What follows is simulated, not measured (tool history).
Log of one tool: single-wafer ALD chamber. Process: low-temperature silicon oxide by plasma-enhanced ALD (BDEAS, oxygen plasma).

run	hour	heater temperature setpoint (°C)	number of ALD cycles (cycles)	mean film thickness on the monitor wafer (nm)
1	0	100	35	4.2979
2	2.6	95	37	4.5689
3	7.1	94	39	4.8607
4	9.1	94	35	4.3481
5	12.3	94	31	3.8696
6	14.1	99	31	3.8064
7	19.5	94	34	4.2561

Predict the results of run 8:
8	21.6	89	36	?

{"run 8": {"mean film thickness on the monitor wafer (nm)": 4.5545}}
